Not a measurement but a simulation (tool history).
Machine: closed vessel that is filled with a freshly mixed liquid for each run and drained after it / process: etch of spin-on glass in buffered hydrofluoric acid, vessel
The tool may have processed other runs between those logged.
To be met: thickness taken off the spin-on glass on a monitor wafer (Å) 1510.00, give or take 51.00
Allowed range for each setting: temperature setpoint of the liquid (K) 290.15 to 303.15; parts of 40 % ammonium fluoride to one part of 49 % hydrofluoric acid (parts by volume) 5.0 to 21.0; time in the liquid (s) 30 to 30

run	hour	temperature setpoint of the liquid (K)	parts of 40 % ammonium fluoride to one part of 49 % hydrofluoric acid (parts by volume)	time in the liquid (s)	thickness taken off the spin-on glass on a monitor wafer (Å)
1	0.0	295.15	13.0	30	941.18
2	8.1	295.15	13.0	30	945.11
3	14.0	296.15	13.0	30	978.02
4	15.8	296.15	9.5	30	1351.50
5	18.5	296.15	9.5	30	1305.00
6	25.6	296.15	9.5	30	1309.40
7	29.8	296.65	9.5	30	1340.30
8	35.5	297.15	9.5	30	1394.50

Consider the 5 candidate settings below. Which is the only one whose results all fall within their allowed miss of target?
A	41.2	297.65	10.5	30	?
B	41.2	294.65	7.5	30	?
C	41.2	294.15	8.0	30	?
D	41.2	297.15	10.0	30	?
E	41.2	298.15	10.5	30	?

move	thickness taken off the spin-on glass on a monitor wafer (Å)
A	1333.70
B	1544.60
C	1401.00
D	1361.00
E	1370.40
A: misses by more than the last run did
B: every result lands within tolerance
C: nearer than the last run, and not there yet
D: misses by more than the last run did
E: misses by more than the last run did
B meets every target.
